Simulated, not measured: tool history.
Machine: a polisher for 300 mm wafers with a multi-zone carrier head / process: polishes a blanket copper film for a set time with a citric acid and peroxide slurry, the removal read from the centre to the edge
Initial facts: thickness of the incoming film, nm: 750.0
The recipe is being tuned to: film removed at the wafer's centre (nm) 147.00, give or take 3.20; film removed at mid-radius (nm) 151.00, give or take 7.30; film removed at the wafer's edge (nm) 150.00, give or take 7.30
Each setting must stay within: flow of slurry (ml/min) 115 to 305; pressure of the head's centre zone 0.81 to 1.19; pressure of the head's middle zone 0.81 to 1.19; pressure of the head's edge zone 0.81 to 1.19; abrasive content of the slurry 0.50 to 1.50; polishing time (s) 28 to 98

run	day	flow of slurry (ml/min)	pressure of the head's centre zone	pressure of the head's middle zone	pressure of the head's edge zone	abrasive content of the slurry	polishing time (s)	film removed at the wafer's centre (nm)	film removed at mid-radius (nm)	film removed at the wafer's edge (nm)
1	0.000	195	1.00	1.00	1.00	1.00	63	178.76	182.10	177.30
2	0.300	195	1.00	1.00	1.00	1.00	76	215.95	219.10	215.90
3	0.392	195	1.00	1.00	1.00	1.00	90	258.13	259.63	251.62
4	0.454	195	1.00	1.05	1.00	1.00	90	255.08	271.03	259.97
5	0.612	180	0.95	0.99	0.97	0.85	83	214.12	229.14	224.31
6	0.792	140	0.95	0.99	0.97	0.85	83	200.94	215.86	215.87
7	0.954	155	0.92	0.90	0.87	0.60	66	150.47	154.80	156.69
8	1.192	135	0.93	0.90	0.83	0.50	66	143.36	145.00	146.56
9	1.350	135	0.93	0.90	0.83	0.50	66	142.68	147.40	145.52

Consider the 5 candidate settings below. Which is the only one whose results all fall within their allowed miss of target?
A	1.508	125	0.91	1.01	0.81	0.50	66	?	?	?
B	1.508	120	0.86	0.90	0.84	0.50	68	?	?	?
C	1.508	155	0.95	0.95	0.85	0.70	61	?	?	?
D	1.508	200	0.97	1.05	0.86	0.50	57	?	?	?
E	1.508	125	0.92	0.98	0.81	0.50	66	?	?	?

move	film removed at the wafer's centre (nm)	film removed at mid-radius (nm)	film removed at the wafer's edge (nm)
A	136.43	155.75	145.34
B	131.29	146.42	150.37
C	147.66	153.84	149.89
D	140.24	152.66	137.23
E	137.84	152.47	145.38
A: lands further from the targets than the last run did
B: lands further from the targets than the last run did
C: in spec on every target
D: lands further from the targets than the last run did
E: lands further from the targets than the last run did
C meets every target.
